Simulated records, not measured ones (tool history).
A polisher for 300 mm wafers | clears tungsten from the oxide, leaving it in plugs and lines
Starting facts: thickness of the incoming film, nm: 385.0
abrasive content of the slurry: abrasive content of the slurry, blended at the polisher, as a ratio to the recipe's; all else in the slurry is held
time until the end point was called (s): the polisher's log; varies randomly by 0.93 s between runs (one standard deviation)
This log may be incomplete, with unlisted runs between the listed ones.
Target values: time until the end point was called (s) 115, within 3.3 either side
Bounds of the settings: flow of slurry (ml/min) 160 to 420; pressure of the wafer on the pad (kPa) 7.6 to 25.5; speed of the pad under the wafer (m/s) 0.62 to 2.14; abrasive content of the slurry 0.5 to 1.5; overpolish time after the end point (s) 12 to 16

run	hour	flow of slurry (ml/min)	pressure of the wafer on the pad (kPa)	speed of the pad under the wafer (m/s)	abrasive content of the slurry	overpolish time after the end point (s)	time until the end point was called (s)
1	0	270	16.5	1.38	1	16	89.638
2	5.1	270	16.5	1.38	1	12	89.286
3	11.1	270	19.3	1.38	1	12	77.331
4	12	270	19.3	1.58	1	12	68.072
5	19.1	270	19.3	1.82	1	12	59.328
6	23	270	17.9	1.82	1	12	62.121
7	24.2	270	16.5	1.8	1	12	68.464
8	26.7	270	15.2	1.8	1	12	75.062
9	30.3	270	14.5	1.8	1	12	78.592
10	37.2	270	13.8	1.8	1	12	83.122
11	41	270	13.1	1.8	1	12	86.111
12	46.8	270	12.4	1.8	1	12	92.125
13	50	270	11.7	1.8	1	12	98.361

4 candidate next runs follow, results not yet known. Just one meets every target within its allowed miss. Identify it.
A	53.2	250	9.7	1.66	0.9	12	?
B	53.2	200	11	1.64	1	16	?
C	53.2	235	10.3	2	0.75	12	?
D	53.2	250	12.4	1.66	1.25	16	?

move	time until the end point was called (s)
A	130.17
B	114.82
C	106.44
D	94.679
A: pushes the last run's worst result past its target
B: all results land within tolerance of their targets
C: an improvement on the last run, though not all results are within tolerance
D: the biggest miss grows against the last run
So the answer is move B, the one that meets all the targets.
